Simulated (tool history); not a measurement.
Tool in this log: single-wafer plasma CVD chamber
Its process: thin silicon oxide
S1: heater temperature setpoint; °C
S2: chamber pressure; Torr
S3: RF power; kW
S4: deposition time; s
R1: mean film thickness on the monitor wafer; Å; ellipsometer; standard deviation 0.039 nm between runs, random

{"run": 1, "hour": 0.0, "S1": 400, "S2": 0.868, "S3": 0.235, "S4": 4.41, "R1": 77.595}
{"run": 2, "hour": 0.7, "S1": 400, "S2": 0.868, "S3": 0.265, "S4": 4.41, "R1": 80.353}
{"run": 3, "hour": 4.8, "S1": 400, "S2": 0.868, "S3": 0.235, "S4": 4.41, "R1": 77.185}
{"run": 4, "hour": 5.6, "S1": 400, "S2": 0.868, "S3": 0.235, "S4": 4.41, "R1": 77.314}
{"run": 5, "hour": 14.4, "S1": 400, "S2": 0.925, "S3": 0.235, "S4": 4.41, "R1": 81.097}
{"run": 6, "hour": 19.3, "S1": 409, "S2": 0.925, "S3": 0.235, "S4": 4.41, "R1": 80.509}
{"run": 7, "hour": 24.2, "S1": 409, "S2": 0.973, "S3": 0.235, "S4": 4.41, "R1": 83.926}

Run 8 is up next; what results do you expect?
{"run": 8, "hour": 29.1, "S1": 409, "S2": 1.008, "S3": 0.235, "S4": 4.41, "R1": "?"}

{"run 8": {"R1": 85.545}}
